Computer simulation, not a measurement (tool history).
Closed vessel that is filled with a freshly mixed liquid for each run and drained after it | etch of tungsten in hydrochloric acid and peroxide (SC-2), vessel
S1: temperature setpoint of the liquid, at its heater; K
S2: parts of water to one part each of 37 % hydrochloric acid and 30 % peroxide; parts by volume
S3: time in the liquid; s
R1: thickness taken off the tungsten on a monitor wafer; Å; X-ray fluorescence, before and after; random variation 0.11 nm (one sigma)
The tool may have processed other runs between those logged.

run	hour	S1	S2	S3	R1
1	0	334.15	9.5	30	135.74
2	7.9	334.15	6.5	30	183.64
3	17.1	334.15	8.5	30	150.18
4	23.6	327.65	8.5	30	97.468
5	28.4	332.15	8.5	30	132.14
6	36.8	338.65	8.5	30	197.99
7	44.8	339.65	8.5	30	209.58
8	49.9	340.15	8.5	30	216.84

What does the tool deliver on the next run?
9	53.6	340.65	8.5	30	?

R1: 222.78 Å

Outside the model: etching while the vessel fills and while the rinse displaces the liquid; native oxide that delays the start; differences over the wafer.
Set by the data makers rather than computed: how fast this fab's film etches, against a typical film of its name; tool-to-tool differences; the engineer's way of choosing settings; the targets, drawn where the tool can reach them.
